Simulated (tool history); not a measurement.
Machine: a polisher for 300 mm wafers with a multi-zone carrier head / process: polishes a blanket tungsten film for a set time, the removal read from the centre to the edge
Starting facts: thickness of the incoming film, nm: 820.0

run,hour,flow of slurry (ml/min),pressure of the head's centre zone,pressure of the head's middle zone,pressure of the head's edge zone,abrasive content of the slurry,polishing time (s),film removed at the wafer's centre (nm),film removed at mid-radius (nm),film removed at the wafer's edge (nm)
1,0.0,295,1.00,1.00,1.00,1.00,76,332.14,329.83,335.66
2,4.3,290,0.96,0.97,0.98,0.90,75,302.86,306.77,320.01
3,5.2,290,0.96,0.93,0.98,0.90,75,296.77,293.90,314.23
4,12.0,290,0.96,0.93,0.98,0.90,90,362.64,360.79,384.52
5,19.5,290,0.96,1.00,0.98,0.90,90,355.47,379.60,372.48
6,21.0,280,0.93,0.96,0.96,0.80,87,327.33,343.66,365.71
7,27.0,285,0.91,0.97,0.96,0.55,65,224.56,242.53,249.00
8,31.2,285,0.91,0.97,0.99,0.60,65,223.77,246.45,254.75
9,35.5,285,0.91,0.96,1.00,0.65,65,233.61,248.12,261.67
10,42.4,280,0.90,0.96,1.01,0.65,65,224.89,245.54,270.31

Run 11 has not been measured yet. What should we expect?
11,44.9,285,0.90,0.96,1.01,0.65,65,?,?,?

Run 11 gave film removed at the wafer's centre (nm) 223.61, film removed at mid-radius (nm) 248.94, film removed at the wafer's edge (nm) 262.14.

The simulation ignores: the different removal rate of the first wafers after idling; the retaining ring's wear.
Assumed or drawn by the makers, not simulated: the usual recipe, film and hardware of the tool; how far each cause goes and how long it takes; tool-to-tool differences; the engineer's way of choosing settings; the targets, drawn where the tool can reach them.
